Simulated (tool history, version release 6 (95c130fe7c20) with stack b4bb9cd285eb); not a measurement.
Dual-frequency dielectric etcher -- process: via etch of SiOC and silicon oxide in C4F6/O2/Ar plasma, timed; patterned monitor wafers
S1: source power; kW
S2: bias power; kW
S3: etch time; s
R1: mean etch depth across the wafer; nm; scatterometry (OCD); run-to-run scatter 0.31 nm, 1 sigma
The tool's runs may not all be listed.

{"run": 1, "hour": 0.0, "S1": 0.43, "S2": 0.228, "S3": 64, "R1": 75.374}
{"run": 2, "hour": 2.4, "S1": 0.41, "S2": 0.227, "S3": 64, "R1": 74.802}
{"run": 3, "hour": 3.2, "S1": 0.47, "S2": 0.227, "S3": 64, "R1": 76.468}
{"run": 4, "hour": 12.0, "S1": 0.44, "S2": 0.223, "S3": 64, "R1": 75.151}
{"run": 5, "hour": 19.4, "S1": 0.42, "S2": 0.22, "S3": 64, "R1": 73.998}
{"run": 6, "hour": 20.9, "S1": 0.37, "S2": 0.22, "S3": 64, "R1": 71.807}

Run 7, settings as shown, results not yet in. Your forecast:
{"run": 7, "hour": 24.0, "S1": 0.36, "S2": 0.219, "S3": 64, "R1": "?"}

{"run 7": {"R1": 71.398}}
